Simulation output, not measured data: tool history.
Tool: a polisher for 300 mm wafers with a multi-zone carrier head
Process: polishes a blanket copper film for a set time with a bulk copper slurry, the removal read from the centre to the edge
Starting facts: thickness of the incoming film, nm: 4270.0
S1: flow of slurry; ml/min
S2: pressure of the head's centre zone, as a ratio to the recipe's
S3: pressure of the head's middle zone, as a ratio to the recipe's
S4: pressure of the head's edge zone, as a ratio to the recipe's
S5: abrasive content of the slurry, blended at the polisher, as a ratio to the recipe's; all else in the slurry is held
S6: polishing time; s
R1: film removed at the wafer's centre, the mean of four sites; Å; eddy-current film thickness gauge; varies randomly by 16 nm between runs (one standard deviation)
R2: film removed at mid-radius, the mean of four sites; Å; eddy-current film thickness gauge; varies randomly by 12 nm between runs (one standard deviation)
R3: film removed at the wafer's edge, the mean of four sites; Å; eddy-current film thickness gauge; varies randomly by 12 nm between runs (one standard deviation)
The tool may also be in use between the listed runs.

{"run": 1, "hour": 0.0, "S1": 125, "S2": 1.0, "S3": 1.0, "S4": 1.0, "S5": 1.0, "S6": 59, "R1": 5926.6, "R2": 5920.2, "R3": 5570.8}
{"run": 2, "hour": 0.8, "S1": 135, "S2": 1.02, "S3": 1.03, "S4": 1.02, "S5": 1.1, "S6": 64, "R1": 6922.4, "R2": 6889.9, "R3": 6399.4}
{"run": 3, "hour": 7.7, "S1": 145, "S2": 1.03, "S3": 1.06, "S4": 1.03, "S5": 1.2, "S6": 67, "R1": 7404.0, "R2": 7546.7, "R3": 6943.5}
{"run": 4, "hour": 13.3, "S1": 145, "S2": 0.99, "S3": 1.06, "S4": 1.03, "S5": 1.2, "S6": 67, "R1": 7352.5, "R2": 7492.1, "R3": 6809.1}
{"run": 5, "hour": 18.7, "S1": 145, "S2": 0.99, "S3": 1.1, "S4": 1.03, "S5": 1.2, "S6": 67, "R1": 7119.8, "R2": 7919.9, "R3": 6996.6}
{"run": 6, "hour": 27.4, "S1": 145, "S2": 0.99, "S3": 1.1, "S4": 1.03, "S5": 1.1, "S6": 67, "R1": 7275.4, "R2": 7713.5, "R3": 6860.6}
{"run": 7, "hour": 30.3, "S1": 155, "S2": 1.01, "S3": 1.12, "S4": 1.03, "S5": 1.15, "S6": 70, "R1": 7699.7, "R2": 8434.5, "R3": 7118.4}
{"run": 8, "hour": 37.2, "S1": 160, "S2": 1.03, "S3": 1.12, "S4": 1.04, "S5": 1.2, "S6": 73, "R1": 8314.9, "R2": 8925.7, "R3": 7729.6}
{"run": 9, "hour": 41.3, "S1": 165, "S2": 1.05, "S3": 1.12, "S4": 1.04, "S5": 1.25, "S6": 75, "R1": 9118.7, "R2": 9281.8, "R3": 7948.7}
{"run": 10, "hour": 44.8, "S1": 180, "S2": 1.04, "S3": 1.17, "S4": 1.13, "S5": 1.5, "S6": 83, "R1": 10693.0, "R2": 11363.0, "R3": 9849.5}

What does the tool deliver on the next run?
{"run": 11, "hour": 48.3, "S1": 180, "S2": 1.05, "S3": 1.17, "S4": 1.12, "S5": 1.5, "S6": 83, "R1": "?", "R2": "?", "R3": "?"}

R1: 10587.0 Å
R2: 11410.0 Å
R3: 9799.8 Å

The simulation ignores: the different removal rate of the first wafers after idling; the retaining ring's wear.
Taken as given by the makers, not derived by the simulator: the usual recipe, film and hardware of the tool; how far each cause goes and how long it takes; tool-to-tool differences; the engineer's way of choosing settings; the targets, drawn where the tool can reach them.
